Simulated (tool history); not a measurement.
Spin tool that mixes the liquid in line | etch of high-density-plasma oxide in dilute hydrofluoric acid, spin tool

run	hour	temperature setpoint of the liquid (°C)	parts of water to one part of 49 % hydrofluoric acid (parts by volume)	time under the liquid (s)	thickness taken off the high-density-plasma oxide on a monitor wafer (nm)
1	0.0	25.0	90	20	1.4607
2	6.8	27.0	70	20	2.0989
3	10.2	28.5	70	20	2.2594
4	15.1	31.0	70	20	2.4344
5	16.8	31.0	70	15	1.8500
6	19.4	31.0	45	15	3.0295
7	25.5	31.0	45	15	3.0110
8	28.7	33.0	20	20	10.0450
9	37.6	30.5	20	20	9.2026

Forecast run 10:
10	46.4	30.5	25	20	?

{"run 10": {"thickness taken off the high-density-plasma oxide on a monitor wafer (nm)": 7.3051}}

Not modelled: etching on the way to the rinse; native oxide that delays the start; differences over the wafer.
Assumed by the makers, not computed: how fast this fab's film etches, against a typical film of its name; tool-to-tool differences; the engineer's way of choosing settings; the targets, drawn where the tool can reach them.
